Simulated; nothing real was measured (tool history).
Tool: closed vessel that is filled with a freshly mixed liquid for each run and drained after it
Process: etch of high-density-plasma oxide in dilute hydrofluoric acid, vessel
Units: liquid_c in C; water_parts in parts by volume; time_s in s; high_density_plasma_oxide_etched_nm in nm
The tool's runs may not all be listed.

run	hour	liquid_c	water_parts	time_s	high_density_plasma_oxide_etched_nm
1	0.0	25.0	90	265	19.667
2	0.6	26.0	90	265	20.410
3	9.5	23.0	90	265	18.006
4	17.8	23.0	90	265	18.086
5	22.6	26.0	90	265	20.278
6	26.9	26.0	115	265	15.420
7	27.6	27.0	110	265	16.897
8	33.2	27.5	105	265	18.115
9	38.6	28.0	100	265	19.580
10	39.9	28.5	95	265	21.134
11	44.5	29.0	95	265	21.606
12	50.3	29.5	95	265	21.806

Expected results for the next run?
13	55.6	30.0	95	265	?

{"run 13": {"high_density_plasma_oxide_etched_nm": 22.265}}
